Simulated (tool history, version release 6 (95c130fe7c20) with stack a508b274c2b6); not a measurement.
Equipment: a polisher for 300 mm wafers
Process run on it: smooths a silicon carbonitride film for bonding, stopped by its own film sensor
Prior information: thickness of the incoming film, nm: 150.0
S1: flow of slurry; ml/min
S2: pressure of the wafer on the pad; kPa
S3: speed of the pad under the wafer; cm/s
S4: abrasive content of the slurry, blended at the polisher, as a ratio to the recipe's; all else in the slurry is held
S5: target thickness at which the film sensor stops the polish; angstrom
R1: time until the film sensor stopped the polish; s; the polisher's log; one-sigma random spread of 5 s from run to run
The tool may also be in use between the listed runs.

run	hour	S1	S2	S3	S4	S5	R1
1	0	135	10.3	68	1	1210	234.38
2	1.7	135	10.3	68	1.15	1210	224.89
3	7.6	135	10.3	62	1.15	1210	250.36
4	13.4	135	10.3	68	1.15	1210	222.71
5	17.9	135	10.3	68	1.15	1190	236.01
6	22.3	135	9.7	68	1.15	1190	257.54
7	29.1	135	9	68	1.15	1190	275.73
8	35.7	135	9	68	1.15	1190	276.08
9	40.3	135	8.3	68	1.15	1190	294.63
10	46.3	135	7.6	68	1.15	1190	322.33
11	48	130	6.9	68	1.15	1190	363.76
12	49.1	125	6.9	68	1.15	1190	356.63
13	53.6	120	6.9	68	1.15	1190	358.14

The next listed run, before its measurement:
14	55.3	115	6.9	68	1.15	1190	?

{"run 14": {"R1": 364.61}}
